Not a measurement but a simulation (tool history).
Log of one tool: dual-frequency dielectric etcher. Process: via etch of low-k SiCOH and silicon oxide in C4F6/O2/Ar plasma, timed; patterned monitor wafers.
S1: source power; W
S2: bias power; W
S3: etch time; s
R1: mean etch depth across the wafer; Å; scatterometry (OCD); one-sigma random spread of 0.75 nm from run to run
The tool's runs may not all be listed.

run,day,S1,S2,S3,R1
1,0,400,182,53.5,1590.6
2,0.112,380,179,53.5,1550.5
3,0.138,350,179,53.5,1500.3
4,0.275,400,179,53.5,1570
5,0.5,380,176,53.5,1533.3
6,0.688,380,199,53.5,1584.9
7,1.05,360,196,53.5,1547.5
8,1.204,350,194,53.5,1541.4
9,1.542,340,191,53.5,1510.2
10,1.871,330,189,53.5,1497.6
11,1.929,320,187,53.5,1457.7
12,2.225,320,186,53.5,1462.5

Predict the results of run 13:
13,2.404,310,185,53.5,?

R1: 1445.8 Å

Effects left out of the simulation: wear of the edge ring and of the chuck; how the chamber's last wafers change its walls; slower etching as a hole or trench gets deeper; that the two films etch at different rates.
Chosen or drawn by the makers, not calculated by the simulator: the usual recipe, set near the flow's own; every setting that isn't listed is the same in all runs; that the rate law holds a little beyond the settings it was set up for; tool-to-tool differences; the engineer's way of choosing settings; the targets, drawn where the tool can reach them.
